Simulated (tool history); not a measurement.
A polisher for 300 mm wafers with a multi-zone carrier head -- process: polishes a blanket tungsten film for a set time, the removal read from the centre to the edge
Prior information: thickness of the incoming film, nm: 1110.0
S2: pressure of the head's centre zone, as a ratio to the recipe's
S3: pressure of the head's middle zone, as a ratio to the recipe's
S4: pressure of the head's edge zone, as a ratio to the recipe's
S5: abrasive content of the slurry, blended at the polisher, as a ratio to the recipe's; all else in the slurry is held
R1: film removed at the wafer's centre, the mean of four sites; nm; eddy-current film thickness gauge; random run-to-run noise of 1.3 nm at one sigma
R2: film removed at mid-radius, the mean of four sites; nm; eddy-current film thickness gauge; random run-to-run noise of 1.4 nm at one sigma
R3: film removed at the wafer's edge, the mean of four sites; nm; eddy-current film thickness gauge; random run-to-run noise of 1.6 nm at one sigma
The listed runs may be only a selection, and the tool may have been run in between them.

Run 1, hour 0: flow of slurry (ml/min) 135, S2 1, S3 1, S4 1, S5 1, polishing time (s) 54. Result: R1 216.24 nm, R2 212.09 nm, R3 207.7 nm.
Run 2, hour 8: flow of slurry (ml/min) 135, S2 1, S3 1, S4 1, S5 1.1, polishing time (s) 54. Result: R1 223.3 nm, R2 218.91 nm, R3 217.4 nm.
Run 3, hour 15: flow of slurry (ml/min) 135, S2 1, S3 1, S4 1, S5 0.95, polishing time (s) 54. Result: R1 212.23 nm, R2 210.64 nm, R3 210.49 nm.
Run 4, hour 21.4: flow of slurry (ml/min) 125, S2 0.99, S3 0.99, S4 0.95, S5 0.9, polishing time (s) 53. Result: R1 201.13 nm, R2 197.23 nm, R3 194.44 nm.
Run 5, hour 28.8: flow of slurry (ml/min) 125, S2 0.99, S3 0.99, S4 0.95, S5 0.9, polishing time (s) 58. Result: R1 219.3 nm, R2 218.34 nm, R3 215.04 nm.
Run 6, hour 37.7: flow of slurry (ml/min) 125, S2 0.99, S3 0.99, S4 0.95, S5 1.05, polishing time (s) 58. Result: R1 229.86 nm, R2 225.7 nm, R3 221.39 nm.
Run 7, hour 41.4: flow of slurry (ml/min) 120, S2 0.97, S3 0.98, S4 0.92, S5 0.9, polishing time (s) 57. Result: R1 208.37 nm, R2 210.72 nm, R3 206.63 nm.
Run 8, hour 49.8: flow of slurry (ml/min) 115, S2 0.96, S3 0.97, S4 0.9, S5 0.8, polishing time (s) 56. Result: R1 194.28 nm, R2 196.97 nm, R3 190.15 nm.

Run 9 comes next. What will it give?
Run 9, hour 54.5: flow of slurry (ml/min) 110, S2 0.94, S3 0.95, S4 0.88, S5 0.8, polishing time (s) 56. Result: R1 ?, R2 ?, R3 ?.

Run 9 measured R1 186.79 nm, R2 190.3 nm, R3 189.9 nm.

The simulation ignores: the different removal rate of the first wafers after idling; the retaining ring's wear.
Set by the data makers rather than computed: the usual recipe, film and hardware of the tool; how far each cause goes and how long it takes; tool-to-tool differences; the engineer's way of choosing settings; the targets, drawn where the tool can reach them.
